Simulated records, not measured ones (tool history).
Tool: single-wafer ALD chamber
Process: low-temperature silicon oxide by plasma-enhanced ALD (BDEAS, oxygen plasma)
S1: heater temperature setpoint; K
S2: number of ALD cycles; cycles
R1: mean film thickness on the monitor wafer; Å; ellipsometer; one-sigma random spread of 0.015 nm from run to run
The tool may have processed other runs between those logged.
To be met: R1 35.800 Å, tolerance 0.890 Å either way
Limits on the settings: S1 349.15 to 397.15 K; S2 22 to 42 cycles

run,hour,S1,S2,R1
1,0.0,373.15,32,43.419
2,4.8,373.15,28,37.926
3,8.0,379.15,28,37.647
4,14.8,387.15,28,37.489
5,22.0,387.15,25,33.161
6,23.2,387.15,22,29.314
7,24.2,387.15,23,30.717
8,32.4,387.15,23,30.436
9,40.3,377.15,28,37.702

Pick the move, out of 4, that brings all results within their allowed miss; only one does.
A,48.2,382.15,27,?
B,48.2,378.15,25,?
C,48.2,373.15,28,?
D,48.2,371.15,28,?

move,R1
A,36.288
B,33.816
C,38.178
D,38.420
A: each result inside its tolerance
B: takes the biggest miss from the last run beyond its target
C: its largest miss is bigger than the last run's
D: its largest miss is bigger than the last run's
Move A is the one to make.
